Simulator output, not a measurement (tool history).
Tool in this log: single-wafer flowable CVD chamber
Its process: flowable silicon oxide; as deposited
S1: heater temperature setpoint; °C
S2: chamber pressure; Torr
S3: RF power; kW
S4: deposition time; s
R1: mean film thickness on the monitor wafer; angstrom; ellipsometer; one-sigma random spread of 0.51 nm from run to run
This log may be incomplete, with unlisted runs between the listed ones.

Run 1, hour 0: S1 100 °C, S2 0.671 Torr, S3 2.255 kW, S4 488 s. Result: R1 2082.6 angstrom.
Run 2, hour 8.2: S1 100 °C, S2 0.671 Torr, S3 2.455 kW, S4 488 s. Result: R1 2133.6 angstrom.
Run 3, hour 14: S1 101 °C, S2 0.671 Torr, S3 2.455 kW, S4 488 s. Result: R1 2043.5 angstrom.
Run 4, hour 22: S1 97 °C, S2 0.671 Torr, S3 2.455 kW, S4 488 s. Result: R1 2379.3 angstrom.
At hour 23.3: capacitance manometer re-zeroed and calibrated.
Run 5, hour 23.3: S1 97 °C, S2 0.737 Torr, S3 2.455 kW, S4 488 s. Result: R1 2716.2 angstrom.
Run 6, hour 29.4: S1 100 °C, S2 0.737 Torr, S3 2.455 kW, S4 488 s. Result: R1 2438.2 angstrom.
Run 7, hour 30.1: S1 100 °C, S2 0.737 Torr, S3 2.455 kW, S4 488 s. Result: R1 2439.8 angstrom.
Run 8, hour 34.4: S1 112 °C, S2 0.736 Torr, S3 2.455 kW, S4 488 s. Result: R1 1555.4 angstrom.

Expected results for the next run?
Run 9, hour 35.6: S1 111 °C, S2 0.736 Torr, S3 2.455 kW, S4 488 s. Result: R1 ?.

Run 9 produced R1 1622.7 angstrom.

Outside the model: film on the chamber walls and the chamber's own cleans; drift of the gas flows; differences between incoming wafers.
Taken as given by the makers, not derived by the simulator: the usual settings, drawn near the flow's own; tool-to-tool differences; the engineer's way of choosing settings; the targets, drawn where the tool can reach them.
